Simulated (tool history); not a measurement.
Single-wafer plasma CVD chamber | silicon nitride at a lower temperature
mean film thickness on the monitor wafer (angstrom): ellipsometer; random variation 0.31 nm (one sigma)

| run | day | heater temperature setpoint (K) | chamber pressure (mTorr) | RF power (W) | deposition time (s) | mean film thickness on the monitor wafer (angstrom) |
|---|---|---|---|---|---|---|
| 1 | 0 | 638.15 | 1850 | 275 | 45.8 | 546.93 |
| 2 | 0.258 | 638.15 | 1850 | 245 | 45.8 | 500.68 |
| 3 | 0.371 | 638.15 | 1900 | 250 | 45.9 | 512.57 |
| 4 | 0.542 | 638.15 | 1750 | 250 | 45.9 | 505.06 |
| 5 | 0.829 | 638.15 | 1750 | 290 | 45.9 | 562.25 |
| 6 | 1.133 | 638.15 | 1800 | 290 | 45.9 | 564.69 |

Forecast run 7:
| 7 | 1.312 | 638.15 | 1840 | 290 | 45.9 | ? |

Run 7 gave mean film thickness on the monitor wafer (angstrom) 573.82.
